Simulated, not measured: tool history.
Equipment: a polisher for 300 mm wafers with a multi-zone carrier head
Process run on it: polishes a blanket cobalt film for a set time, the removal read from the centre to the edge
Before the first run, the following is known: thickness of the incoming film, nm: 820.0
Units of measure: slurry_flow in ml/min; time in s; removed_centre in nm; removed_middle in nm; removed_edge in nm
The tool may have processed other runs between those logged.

run  hour  slurry_flow  centre_zone  middle_zone  edge_zone  time  removed_centre  removed_middle  removed_edge
  1   0.0          315         1.00         1.00       1.00    34          144.15          148.34        144.94
  2   7.7          370         1.00         1.00       1.00    34          146.08          151.28        148.28
  3  10.6          370         1.00         0.97       1.00    34          149.15          148.78        148.04
  4  17.0          370         1.00         1.05       1.00    34          148.45          154.07        149.63
  5  24.1          370         1.00         1.05       0.92    34          146.21          155.68        141.39
  6  31.4          375         1.01         1.08       0.94    36          160.86          173.13        153.35

Run 7 comes next. What will it give?
  7  39.0          375         1.01         1.08       0.94    36               ?               ?             ?

removed_centre: 155.41 nm
removed_middle: 171.57 nm
removed_edge: 153.27 nm

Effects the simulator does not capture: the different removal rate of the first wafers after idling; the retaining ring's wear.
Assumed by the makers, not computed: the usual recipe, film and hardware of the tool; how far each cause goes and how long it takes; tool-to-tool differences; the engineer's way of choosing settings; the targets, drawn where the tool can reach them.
